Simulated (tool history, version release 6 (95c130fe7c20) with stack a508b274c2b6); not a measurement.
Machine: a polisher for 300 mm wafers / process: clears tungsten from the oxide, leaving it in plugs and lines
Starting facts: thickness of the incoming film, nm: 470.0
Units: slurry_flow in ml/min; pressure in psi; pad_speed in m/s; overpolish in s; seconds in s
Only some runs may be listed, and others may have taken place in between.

run    day  slurry_flow  pressure  pad_speed  slurry_solids  overpolish  seconds
  1      0          210       2.9        1.3              1           7   95.214
  2  0.075          210       2.9        1.1              1           7   112.79
  3  0.325          210       2.9        1.1              1           6   113.11
  4  0.508          210       2.9        1.1            0.8           6   120.01
  5  0.671          210       3.1       1.12            0.8           6   111.45
  6  0.796          210       3.1       1.12            0.8           6   111.93

Expected results for the next run?
  7  1.029          210       3.3       1.14            0.8           6        ?

seconds: 104.35 s

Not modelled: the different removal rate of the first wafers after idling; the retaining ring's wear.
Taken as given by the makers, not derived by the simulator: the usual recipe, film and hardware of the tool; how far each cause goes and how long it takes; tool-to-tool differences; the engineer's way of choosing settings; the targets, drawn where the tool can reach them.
